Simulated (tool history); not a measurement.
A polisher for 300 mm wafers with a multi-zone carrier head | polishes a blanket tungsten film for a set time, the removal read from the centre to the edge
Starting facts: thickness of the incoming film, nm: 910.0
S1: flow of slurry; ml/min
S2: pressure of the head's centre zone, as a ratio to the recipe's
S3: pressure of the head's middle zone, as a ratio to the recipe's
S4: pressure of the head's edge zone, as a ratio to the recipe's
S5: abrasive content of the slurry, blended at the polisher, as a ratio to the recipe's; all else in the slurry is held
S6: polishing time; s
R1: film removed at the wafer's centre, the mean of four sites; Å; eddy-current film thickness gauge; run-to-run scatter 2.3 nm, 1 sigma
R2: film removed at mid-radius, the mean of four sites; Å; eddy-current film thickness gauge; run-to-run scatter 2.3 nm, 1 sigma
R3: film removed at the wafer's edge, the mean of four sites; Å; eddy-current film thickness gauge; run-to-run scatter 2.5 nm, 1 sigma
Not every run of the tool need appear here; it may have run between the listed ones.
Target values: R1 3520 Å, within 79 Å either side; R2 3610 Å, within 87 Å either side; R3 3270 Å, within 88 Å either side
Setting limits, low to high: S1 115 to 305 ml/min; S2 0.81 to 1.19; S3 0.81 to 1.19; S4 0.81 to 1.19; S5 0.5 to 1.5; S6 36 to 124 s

run	hour	S1	S2	S3	S4	S5	S6	R1	R2	R3
1	0	195	1	1	1	1	79	2347.2	2323.2	2322.1
2	2.9	200	1.01	1.02	1.02	1.05	80	2430.8	2385.3	2366
3	10.5	200	1.01	1.02	0.98	1.05	80	2423.1	2401.4	2361.9
4	13.6	200	1.01	1.02	0.93	1.05	80	2440.1	2425.1	2321.4
# hour 18: worn pad replaced by a new one
5	18	200	1.01	0.97	0.93	1.05	80	2755.6	2609	2615
6	19.2	210	1	0.97	0.92	1.1	80	2772.2	2691	2683
7	24.7	220	1	0.97	0.91	1.15	80	2831.9	2692.8	2687.1
8	32.9	225	1	0.98	0.9	1.2	81	2884.3	2777.8	2776.8
9	35	230	1	0.99	0.89	1.25	82	2981.1	2915.1	2792.1
10	35.7	235	1	0.99	0.88	1.3	82	3004.6	2936.1	2819.7
11	42.5	240	1	0.99	0.87	1.3	83	3070.7	2965.4	2864.7
12	44.8	240	1	0.99	0.86	1.3	84	3103.7	3018.1	2874.7

Which of these 4 next moves meets every target?
A	47.1	275	0.98	0.86	0.94	1.35	87	?	?	?
B	47.1	265	0.86	1.18	0.86	1.4	92	?	?	?
C	47.1	200	1.01	1.06	0.86	1.35	96	?	?	?
D	47.1	240	1.01	0.97	0.85	1.3	97	?	?	?

move	R1	R2	R3
A	3210.1	2887.2	3091.9
B	2997	4012.6	3168.7
C	3502	3650.8	3196.8
D	3596	3470.7	3246.1
A: further off than the last run
B: takes the result that was furthest off past its target
C: hits every target within its allowed miss
D: nearer the targets than the last run, but a result is still out of spec
The move that meets every target is C.
